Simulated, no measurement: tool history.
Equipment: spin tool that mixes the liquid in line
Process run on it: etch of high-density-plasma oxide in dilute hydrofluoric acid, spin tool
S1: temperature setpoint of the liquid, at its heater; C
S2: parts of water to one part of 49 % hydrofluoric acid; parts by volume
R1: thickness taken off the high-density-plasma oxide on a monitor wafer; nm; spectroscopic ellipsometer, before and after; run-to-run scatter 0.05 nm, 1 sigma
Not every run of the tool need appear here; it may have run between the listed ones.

run 1 hour=0.0 | S1=21.0 S2=180 time_under_the_liquid_(s)=60 | R1=1.7780
run 2 hour=4.1 | S1=22.5 S2=180 time_under_the_liquid_(s)=60 | R1=1.8473
run 3 hour=10.6 | S1=22.5 S2=180 time_under_the_liquid_(s)=60 | R1=1.8822
run 4 hour=14.2 | S1=24.0 S2=145 time_under_the_liquid_(s)=60 | R1=2.5415
run 5 hour=21.0 | S1=27.0 S2=145 time_under_the_liquid_(s)=60 | R1=2.8874
run 6 hour=29.4 | S1=27.5 S2=125 time_under_the_liquid_(s)=60 | R1=3.4938

Estimate the outcome of run 7 from the log above:
run 7 hour=33.6 | S1=28.0 S2=110 time_under_the_liquid_(s)=60 | R1=?

Run 7 measured R1 4.2136 nm.
